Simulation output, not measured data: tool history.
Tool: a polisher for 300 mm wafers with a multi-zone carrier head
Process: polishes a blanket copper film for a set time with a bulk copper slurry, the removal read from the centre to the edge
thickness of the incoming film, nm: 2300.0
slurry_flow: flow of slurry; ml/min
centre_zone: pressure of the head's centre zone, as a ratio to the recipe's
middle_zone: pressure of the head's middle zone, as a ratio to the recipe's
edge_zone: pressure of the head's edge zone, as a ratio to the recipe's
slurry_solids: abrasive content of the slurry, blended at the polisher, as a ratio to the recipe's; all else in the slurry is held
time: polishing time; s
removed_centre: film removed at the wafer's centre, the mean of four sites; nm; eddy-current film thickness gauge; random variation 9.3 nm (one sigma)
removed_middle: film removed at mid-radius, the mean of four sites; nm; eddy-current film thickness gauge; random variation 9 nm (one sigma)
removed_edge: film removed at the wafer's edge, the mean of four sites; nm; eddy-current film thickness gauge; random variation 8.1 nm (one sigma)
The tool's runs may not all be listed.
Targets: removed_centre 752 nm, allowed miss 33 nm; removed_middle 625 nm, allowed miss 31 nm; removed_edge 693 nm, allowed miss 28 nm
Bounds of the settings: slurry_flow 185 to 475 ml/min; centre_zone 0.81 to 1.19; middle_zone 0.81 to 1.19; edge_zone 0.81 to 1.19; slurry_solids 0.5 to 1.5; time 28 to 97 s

| run | hour | slurry_flow | centre_zone | middle_zone | edge_zone | slurry_solids | time | removed_centre | removed_middle | removed_edge |
|---|---|---|---|---|---|---|---|---|---|---|
| 1 | 0 | 305 | 1 | 1 | 1 | 1 | 62 | 958.6 | 925.63 | 966.17 |
| 2 | 4 | 305 | 1.01 | 0.97 | 0.98 | 0.9 | 59 | 910.67 | 853.1 | 886.91 |
| 3 | 12.3 | 370 | 1.01 | 0.97 | 0.98 | 0.9 | 59 | 924.63 | 893.38 | 895.45 |
| 4 | 21.2 | 355 | 1.01 | 0.93 | 0.97 | 0.8 | 57 | 883.52 | 785.82 | 829.44 |
| 5 | 30 | 355 | 0.99 | 0.91 | 0.95 | 0.75 | 56 | 828.19 | 785.23 | 812.4 |
| 6 | 37 | 350 | 1 | 0.89 | 0.95 | 0.7 | 55 | 799.8 | 718.42 | 785.49 |
| 7 | 45.3 | 350 | 1 | 0.89 | 0.95 | 0.7 | 55 | 806.59 | 722.6 | 781.89 |
| 8 | 53.2 | 345 | 1.01 | 0.88 | 0.93 | 0.65 | 55 | 811.32 | 696.55 | 761.57 |
| 9 | 58.3 | 340 | 1.01 | 0.87 | 0.92 | 0.6 | 55 | 796.63 | 678.84 | 755.36 |
| 10 | 60.3 | 340 | 1.01 | 0.87 | 0.91 | 0.6 | 54 | 764.26 | 669.36 | 715.96 |

5 next moves are on the table. One of them brings every result within its allowed miss. Which?
| A | 62.3 | 345 | 1.02 | 0.91 | 0.89 | 0.65 | 53 | ? | ? | ? |
| B | 62.3 | 375 | 1.04 | 0.95 | 0.82 | 0.6 | 53 | ? | ? | ? |
| C | 62.3 | 385 | 0.9 | 0.91 | 0.98 | 0.65 | 55 | ? | ? | ? |
| D | 62.3 | 335 | 0.98 | 0.99 | 0.81 | 0.6 | 53 | ? | ? | ? |
| E | 62.3 | 435 | 1.01 | 0.84 | 0.89 | 0.6 | 51 | ? | ? | ? |

| move | removed_centre | removed_middle | removed_edge |
|---|---|---|---|
| A | 769.37 | 704.65 | 730.07 |
| B | 778.69 | 722.3 | 696.72 |
| C | 709.19 | 736.71 | 796.72 |
| D | 727.77 | 740.67 | 688.81 |
| E | 734.2 | 638.54 | 701.26 |
A: further off than the last run
B: further off than the last run
C: further off than the last run
D: further off than the last run
E: meets every target
Move E is the one to make.

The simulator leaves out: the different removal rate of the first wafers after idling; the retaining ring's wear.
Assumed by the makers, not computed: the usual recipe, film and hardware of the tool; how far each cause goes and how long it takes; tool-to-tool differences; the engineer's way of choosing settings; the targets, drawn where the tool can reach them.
